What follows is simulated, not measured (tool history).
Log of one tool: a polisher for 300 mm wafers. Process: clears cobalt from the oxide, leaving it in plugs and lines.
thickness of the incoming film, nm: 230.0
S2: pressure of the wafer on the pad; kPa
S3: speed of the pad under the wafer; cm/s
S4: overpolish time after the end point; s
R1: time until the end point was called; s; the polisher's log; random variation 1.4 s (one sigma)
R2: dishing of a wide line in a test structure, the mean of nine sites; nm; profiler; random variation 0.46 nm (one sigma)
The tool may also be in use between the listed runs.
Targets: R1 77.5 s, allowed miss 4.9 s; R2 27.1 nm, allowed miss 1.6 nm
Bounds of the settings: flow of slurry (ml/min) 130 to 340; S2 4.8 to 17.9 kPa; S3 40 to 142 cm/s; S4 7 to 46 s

run 1 day=0 | flow_of_slurry_(ml/min)=220 S2=11 S3=90 S4=24 | R1=60.112 R2=51.751
run 2 day=0.258 | flow_of_slurry_(ml/min)=220 S2=10.3 S3=90 S4=22 | R1=64.291 R2=46.253
run 3 day=0.588 | flow_of_slurry_(ml/min)=220 S2=8.3 S3=90 S4=22 | R1=77.442 R2=42.556
run 4 day=0.746 | flow_of_slurry_(ml/min)=220 S2=8.3 S3=92 S4=20 | R1=75.794 R2=39.834
run 5 day=0.929 | flow_of_slurry_(ml/min)=250 S2=8.3 S3=92 S4=20 | R1=71.115 R2=40.086
run 6 day=1.279 | flow_of_slurry_(ml/min)=230 S2=8.3 S3=92 S4=20 | R1=73.307 R2=39.966
run 7 day=1.412 | flow_of_slurry_(ml/min)=235 S2=8.3 S3=92 S4=18 | R1=71.729 R2=36.724
run 8 day=1.638 | flow_of_slurry_(ml/min)=235 S2=8.3 S3=92 S4=17 | R1=75.763 R2=36.244
run 9 day=1.75 | flow_of_slurry_(ml/min)=240 S2=8.3 S3=92 S4=16 | R1=76.789 R2=34.567
run 10 day=1.95 | flow_of_slurry_(ml/min)=240 S2=8.3 S3=92 S4=16 | R1=75.258 R2=35.479
run 11 day=2.321 | flow_of_slurry_(ml/min)=245 S2=8.3 S3=92 S4=15 | R1=74.296 R2=33.399
run 12 day=2.517 | flow_of_slurry_(ml/min)=255 S2=7.6 S3=92 S4=7 | R1=77.264 R2=16.855
run 13 day=2.717 | flow_of_slurry_(ml/min)=250 S2=7.6 S3=94 S4=8 | R1=75.508 R2=19.777
run 14 day=2.983 | flow_of_slurry_(ml/min)=190 S2=6.9 S3=100 S4=16 | R1=80.854 R2=32.814
run 15 day=3.158 | flow_of_slurry_(ml/min)=195 S2=6.9 S3=100 S4=16 | R1=78.173 R2=32.839
run 16 day=3.212 | flow_of_slurry_(ml/min)=205 S2=6.9 S3=100 S4=7 | R1=80.659 R2=16.416
run 17 day=3.492 | flow_of_slurry_(ml/min)=215 S2=6.9 S3=100 S4=8 | R1=78.83 R2=18.899
run 18 day=3.617 | flow_of_slurry_(ml/min)=220 S2=6.9 S3=100 S4=9 | R1=80.292 R2=20.904

5 next moves are on the table. One of them brings every result within its allowed miss. Which?
run A day=3.742 | flow_of_slurry_(ml/min)=225 S2=7.6 S3=94 S4=12 | R1=? R2=?
run B day=3.742 | flow_of_slurry_(ml/min)=175 S2=6.9 S3=90 S4=14 | R1=? R2=?
run C day=3.742 | flow_of_slurry_(ml/min)=200 S2=5.5 S3=102 S4=18 | R1=? R2=?
run D day=3.742 | flow_of_slurry_(ml/min)=225 S2=5.5 S3=102 S4=17 | R1=? R2=?
run E day=3.742 | flow_of_slurry_(ml/min)=300 S2=4.8 S3=114 S4=14 | R1=? R2=?

move=A R1=77.619 R2=27.31
move=B R1=90.977 R2=27.232
move=C R1=94.293 R2=32.102
move=D R1=92.761 R2=31.145
move=E R1=89.37 R2=27.625
A: meets every target
B: brings the result that was furthest off to its target, and leaves another outside
C: takes the result that was furthest off past its target
D: takes the result that was furthest off past its target
E: brings the result that was furthest off to its target, and leaves another outside
Move A is the one to make.
